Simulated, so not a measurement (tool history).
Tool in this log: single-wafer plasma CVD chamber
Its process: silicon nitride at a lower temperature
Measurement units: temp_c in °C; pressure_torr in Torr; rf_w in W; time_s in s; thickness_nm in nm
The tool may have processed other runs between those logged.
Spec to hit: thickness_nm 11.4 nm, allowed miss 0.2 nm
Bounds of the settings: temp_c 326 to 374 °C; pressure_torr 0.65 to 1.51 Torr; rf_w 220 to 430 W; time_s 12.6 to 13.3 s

run  hour  temp_c  pressure_torr  rf_w  time_s  thickness_nm
  1     0     350           1.08   325    13.3          15.4
  2   0.8     350           1.08   310    13.3        14.959
  3   3.8     350           0.97   285    13.2        13.395
  4     8     350           0.88   280    13.2        12.524
  5  11.5     350           0.88   260    13.2        11.973
  6  18.6     350           0.85   260    13.2        11.724
  7  21.7     350           0.77   260    13.2        10.905
  8  29.7     350           0.79   260    13.2        11.154
  9  34.3     350           0.85   260    13.2        11.782
 10  43.2     350           0.84   260    13.2        11.582

Which one of the following 4 next-run settings gets every result inside its allowed miss? There is exactly one.
  A  52.1     347           0.89   250    13.3             ?
  B  52.1     357           0.83   250    13.3             ?
  C  52.1     349           0.79   280    13.3             ?
  D  52.1     347           0.83   275    13.2             ?

move  thickness_nm
   A        11.855
   B         11.29
   C        11.716
   D        11.927
A: lands further from the targets than the last run did
B: every result within its allowed miss
C: lands further from the targets than the last run did
D: lands further from the targets than the last run did
Correct choice: B, which meets every target

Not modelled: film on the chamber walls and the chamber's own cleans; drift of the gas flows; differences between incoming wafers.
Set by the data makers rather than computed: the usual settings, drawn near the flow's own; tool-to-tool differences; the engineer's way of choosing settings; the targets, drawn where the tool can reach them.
